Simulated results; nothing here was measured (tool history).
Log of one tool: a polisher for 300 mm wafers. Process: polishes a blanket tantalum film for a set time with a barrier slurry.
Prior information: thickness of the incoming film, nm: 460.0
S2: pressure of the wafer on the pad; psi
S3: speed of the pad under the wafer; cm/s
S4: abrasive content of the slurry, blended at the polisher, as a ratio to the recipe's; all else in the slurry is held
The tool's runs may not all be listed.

{"run": 1, "hour": 0.0, "flow of slurry (ml/min)": 220, "S2": 2, "S3": 120, "S4": 1, "polishing time (s)": 87, "film removed (angstrom)": 1627.4}
{"run": 2, "hour": 4.5, "flow of slurry (ml/min)": 220, "S2": 2.1, "S3": 120, "S4": 1, "polishing time (s)": 87, "film removed (angstrom)": 1676.7}
{"run": 3, "hour": 7.1, "flow of slurry (ml/min)": 220, "S2": 2.1, "S3": 120, "S4": 0.9, "polishing time (s)": 87, "film removed (angstrom)": 1652.1}
{"run": 4, "hour": 8.9, "flow of slurry (ml/min)": 220, "S2": 1.7, "S3": 120, "S4": 0.9, "polishing time (s)": 87, "film removed (angstrom)": 1326.7}
{"run": 5, "hour": 11.3, "flow of slurry (ml/min)": 220, "S2": 1.9, "S3": 120, "S4": 0.9, "polishing time (s)": 87, "film removed (angstrom)": 1487}
{"run": 6, "hour": 15.6, "flow of slurry (ml/min)": 220, "S2": 2, "S3": 120, "S4": 0.9, "polishing time (s)": 87, "film removed (angstrom)": 1569.7}

For run 7, what comes out?
{"run": 7, "hour": 21.7, "flow of slurry (ml/min)": 220, "S2": 2.1, "S3": 120, "S4": 0.9, "polishing time (s)": 87, "film removed (angstrom)": "?"}

film removed (angstrom): 1633.4
